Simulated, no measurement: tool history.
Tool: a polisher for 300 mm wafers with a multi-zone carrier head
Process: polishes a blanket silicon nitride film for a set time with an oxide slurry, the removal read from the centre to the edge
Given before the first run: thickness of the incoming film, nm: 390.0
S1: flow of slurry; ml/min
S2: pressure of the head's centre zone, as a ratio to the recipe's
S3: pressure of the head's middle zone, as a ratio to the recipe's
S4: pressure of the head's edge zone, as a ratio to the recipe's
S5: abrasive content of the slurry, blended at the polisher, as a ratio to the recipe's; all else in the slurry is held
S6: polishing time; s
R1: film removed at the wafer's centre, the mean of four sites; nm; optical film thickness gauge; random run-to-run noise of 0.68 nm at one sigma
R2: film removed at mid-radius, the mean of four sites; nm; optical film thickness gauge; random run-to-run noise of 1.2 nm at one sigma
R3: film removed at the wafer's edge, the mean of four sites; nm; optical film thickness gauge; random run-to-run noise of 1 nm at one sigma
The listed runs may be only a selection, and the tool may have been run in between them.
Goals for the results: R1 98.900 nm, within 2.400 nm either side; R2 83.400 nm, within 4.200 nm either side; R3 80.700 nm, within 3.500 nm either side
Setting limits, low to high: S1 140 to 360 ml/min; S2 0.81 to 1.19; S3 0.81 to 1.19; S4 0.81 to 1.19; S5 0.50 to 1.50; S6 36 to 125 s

Run 1, hour 0.0: S1 230 ml/min, S2 1.00, S3 1.00, S4 1.00, S5 1.00, S6 80 s. Result: R1 69.211 nm, R2 69.897 nm, R3 68.976 nm.
Run 2, hour 1.3: S1 240 ml/min, S2 1.03, S3 1.01, S4 1.01, S5 1.05, S6 80 s. Result: R1 72.835 nm, R2 72.038 nm, R3 70.090 nm.
Run 3, hour 3.6: S1 245 ml/min, S2 1.05, S3 1.01, S4 1.02, S5 1.10, S6 80 s. Result: R1 75.980 nm, R2 74.780 nm, R3 72.359 nm.
Run 4, hour 10.4: S1 250 ml/min, S2 1.07, S3 1.00, S4 1.02, S5 1.15, S6 80 s. Result: R1 79.346 nm, R2 74.509 nm, R3 73.296 nm.
Run 5, hour 19.4: S1 255 ml/min, S2 1.09, S3 1.00, S4 1.03, S5 1.20, S6 80 s. Result: R1 81.913 nm, R2 72.071 nm, R3 75.264 nm.
Run 6, hour 20.1: S1 255 ml/min, S2 1.09, S3 1.07, S4 1.03, S5 1.20, S6 80 s. Result: R1 81.389 nm, R2 78.916 nm, R3 73.771 nm.
Run 7, hour 21.4: S1 260 ml/min, S2 1.10, S3 1.07, S4 1.03, S5 1.25, S6 80 s. Result: R1 84.102 nm, R2 80.085 nm, R3 76.720 nm.
Run 8, hour 28.2: S1 265 ml/min, S2 1.11, S3 1.07, S4 1.03, S5 1.25, S6 80 s. Result: R1 85.121 nm, R2 82.530 nm, R3 74.891 nm.
Run 9, hour 28.7: S1 270 ml/min, S2 1.12, S3 1.06, S4 1.04, S5 1.25, S6 80 s. Result: R1 86.922 nm, R2 79.649 nm, R3 76.040 nm.
Run 10, hour 37.4: S1 320 ml/min, S2 1.19, S3 1.10, S4 1.07, S5 1.30, S6 80 s. Result: R1 94.971 nm, R2 85.104 nm, R3 79.536 nm.
Run 11, hour 44.4: S1 320 ml/min, S2 1.19, S3 1.09, S4 1.06, S5 1.30, S6 80 s. Result: R1 95.045 nm, R2 85.198 nm, R3 76.846 nm.

4 candidate next runs follow, results not yet known. Just one meets every target within its allowed miss. Identify it.
Run A, hour 51.4: S1 295 ml/min, S2 1.10, S3 1.12, S4 1.06, S5 1.30, S6 81 s. Result: R1 ?, R2 ?, R3 ?.
Run B, hour 51.4: S1 235 ml/min, S2 1.19, S3 1.04, S4 1.04, S5 1.25, S6 87 s. Result: R1 ?, R2 ?, R3 ?.
Run C, hour 51.4: S1 360 ml/min, S2 1.18, S3 1.15, S4 1.00, S5 1.15, S6 82 s. Result: R1 ?, R2 ?, R3 ?.
Run D, hour 51.4: S1 335 ml/min, S2 1.16, S3 1.19, S4 0.93, S5 1.15, S6 82 s. Result: R1 ?, R2 ?, R3 ?.

move      R1      R2      R3
   A  89.243  87.756  79.605
   B  99.325  84.944  81.954
   C  94.458  88.325  75.791
   D  92.248  90.436  72.841
A: its largest miss is bigger than the last run's
B: each result inside its tolerance
C: its largest miss is bigger than the last run's
D: its largest miss is bigger than the last run's
Answer: B

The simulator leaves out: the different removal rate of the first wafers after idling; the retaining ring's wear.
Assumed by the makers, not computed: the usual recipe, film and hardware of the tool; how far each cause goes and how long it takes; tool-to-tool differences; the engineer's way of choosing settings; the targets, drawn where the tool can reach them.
